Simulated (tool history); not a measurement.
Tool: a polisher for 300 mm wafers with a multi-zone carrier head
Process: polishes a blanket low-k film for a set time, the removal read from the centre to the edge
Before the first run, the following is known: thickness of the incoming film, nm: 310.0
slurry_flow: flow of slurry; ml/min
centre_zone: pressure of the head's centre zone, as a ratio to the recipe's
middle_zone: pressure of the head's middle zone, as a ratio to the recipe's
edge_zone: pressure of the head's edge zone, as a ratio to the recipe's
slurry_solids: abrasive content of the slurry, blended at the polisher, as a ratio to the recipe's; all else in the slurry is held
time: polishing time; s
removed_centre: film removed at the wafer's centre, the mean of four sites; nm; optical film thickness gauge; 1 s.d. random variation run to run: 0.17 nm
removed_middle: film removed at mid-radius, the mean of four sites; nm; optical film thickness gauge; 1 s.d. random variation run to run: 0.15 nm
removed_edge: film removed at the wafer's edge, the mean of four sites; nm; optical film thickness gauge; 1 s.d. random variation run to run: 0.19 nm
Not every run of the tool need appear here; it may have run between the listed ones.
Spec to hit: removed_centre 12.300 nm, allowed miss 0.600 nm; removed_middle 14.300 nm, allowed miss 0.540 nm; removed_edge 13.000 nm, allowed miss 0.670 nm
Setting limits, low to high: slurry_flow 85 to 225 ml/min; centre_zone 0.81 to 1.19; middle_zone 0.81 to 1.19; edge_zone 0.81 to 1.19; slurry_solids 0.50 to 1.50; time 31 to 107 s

| run | hour | slurry_flow | centre_zone | middle_zone | edge_zone | slurry_solids | time | removed_centre | removed_middle | removed_edge |
|---|---|---|---|---|---|---|---|---|---|---|
| 1 | 0.0 | 145 | 1.00 | 1.00 | 1.00 | 1.00 | 69 | 17.981 | 18.394 | 18.558 |
| 2 | 5.3 | 145 | 0.99 | 1.01 | 0.98 | 0.90 | 68 | 17.295 | 17.528 | 17.212 |
| 3 | 8.6 | 145 | 1.02 | 1.01 | 0.98 | 0.90 | 68 | 16.775 | 17.826 | 17.336 |
| 4 | 12.9 | 145 | 1.02 | 1.01 | 0.95 | 0.90 | 68 | 17.685 | 17.969 | 16.835 |
| 5 | 19.3 | 145 | 1.02 | 1.10 | 0.95 | 0.90 | 68 | 17.463 | 19.033 | 17.058 |
| 6 | 21.1 | 130 | 1.02 | 1.10 | 0.95 | 0.90 | 68 | 17.073 | 18.757 | 16.449 |
| 7 | 26.8 | 125 | 1.00 | 1.09 | 0.96 | 0.85 | 68 | 16.021 | 17.998 | 16.666 |
| 8 | 33.9 | 125 | 0.99 | 1.09 | 0.95 | 0.80 | 67 | 15.416 | 17.482 | 15.645 |
| 9 | 35.1 | 120 | 0.98 | 1.08 | 0.94 | 0.75 | 67 | 14.638 | 16.791 | 14.952 |
| 10 | 44.1 | 115 | 0.97 | 1.07 | 0.93 | 0.75 | 67 | 14.405 | 16.339 | 14.535 |
| 11 | 45.1 | 110 | 0.96 | 1.06 | 0.93 | 0.75 | 67 | 14.285 | 15.863 | 14.916 |
| 12 | 48.9 | 110 | 0.95 | 1.06 | 0.92 | 0.70 | 67 | 13.330 | 15.469 | 14.429 |
| 13 | 50.8 | 110 | 0.95 | 1.06 | 0.91 | 0.70 | 67 | 13.320 | 15.422 | 14.279 |
| 14 | 56.6 | 110 | 0.95 | 1.06 | 0.90 | 0.70 | 67 | 13.642 | 15.235 | 14.163 |
| 15 | 58.8 | 110 | 0.94 | 1.06 | 0.89 | 0.70 | 67 | 12.877 | 15.619 | 14.219 |
| 16 | 67.3 | 110 | 0.94 | 1.06 | 0.88 | 0.70 | 67 | 12.969 | 15.613 | 13.955 |
| 17 | 69.9 | 110 | 0.94 | 1.05 | 0.87 | 0.70 | 67 | 13.311 | 14.933 | 13.679 |
| 18 | 77.8 | 110 | 0.93 | 1.05 | 0.86 | 0.70 | 67 | 13.093 | 15.402 | 13.743 |

Below are 4 possible settings for the next run. Only one of them brings all results inside the allowed miss of their targets. Which is it?
| A | 85.7 | 85 | 1.07 | 1.04 | 0.84 | 0.70 | 67 | ? | ? | ? |
| B | 85.7 | 150 | 0.84 | 1.04 | 0.92 | 0.50 | 78 | ? | ? | ? |
| C | 85.7 | 125 | 0.90 | 1.00 | 0.82 | 0.75 | 62 | ? | ? | ? |
| D | 85.7 | 140 | 0.89 | 1.04 | 0.81 | 0.65 | 58 | ? | ? | ? |

| move | removed_centre | removed_middle | removed_edge |
|---|---|---|---|
| A | 14.511 | 14.514 | 13.030 |
| B | 12.551 | 15.789 | 14.263 |
| C | 12.705 | 14.486 | 12.977 |
| D | 11.206 | 13.317 | 11.402 |
A: meets the target for the result that was furthest off, but another lies outside its allowed miss
B: the biggest miss grows against the last run
C: all results in spec
D: moves the result that the last run missed by most past its target, out the other side
Correct choice: C, which meets every target
